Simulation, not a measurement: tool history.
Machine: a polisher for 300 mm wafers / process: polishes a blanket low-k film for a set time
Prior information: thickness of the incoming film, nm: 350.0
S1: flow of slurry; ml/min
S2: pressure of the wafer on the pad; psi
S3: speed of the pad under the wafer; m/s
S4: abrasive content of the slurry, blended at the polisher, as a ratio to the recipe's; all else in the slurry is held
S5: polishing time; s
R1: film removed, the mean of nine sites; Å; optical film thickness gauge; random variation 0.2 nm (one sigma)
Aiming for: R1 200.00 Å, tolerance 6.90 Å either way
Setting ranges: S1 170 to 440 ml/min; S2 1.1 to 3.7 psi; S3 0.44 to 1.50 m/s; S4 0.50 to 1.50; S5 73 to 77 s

run	day	S1	S2	S3	S4	S5	R1
1	0.000	280	2.4	0.96	1.00	73	316.05
2	0.062	345	2.4	0.96	1.00	73	317.77
3	0.146	345	2.2	0.96	1.00	73	291.89
4	0.292	345	2.2	0.84	1.00	73	260.35
5	0.379	345	2.1	0.84	1.00	73	251.74
6	0.662	345	2.0	0.84	1.00	73	245.37
7	0.800	340	1.4	0.82	1.00	73	170.29
8	0.883	340	1.6	0.82	1.00	73	192.02

Which of these 4 next moves meets every target?
A	0.967	415	1.3	1.12	0.90	75	?
B	0.967	285	2.0	0.74	1.05	74	?
C	0.967	325	1.6	0.82	0.90	73	?
D	0.967	340	2.2	0.54	0.85	77	?

move	R1
A	199.59
B	225.15
C	180.30
D	177.45
A: in spec on every target
B: carries the result that was furthest off beyond its target, to the other side
C: further off than the last run
D: further off than the last run
The right move is A.

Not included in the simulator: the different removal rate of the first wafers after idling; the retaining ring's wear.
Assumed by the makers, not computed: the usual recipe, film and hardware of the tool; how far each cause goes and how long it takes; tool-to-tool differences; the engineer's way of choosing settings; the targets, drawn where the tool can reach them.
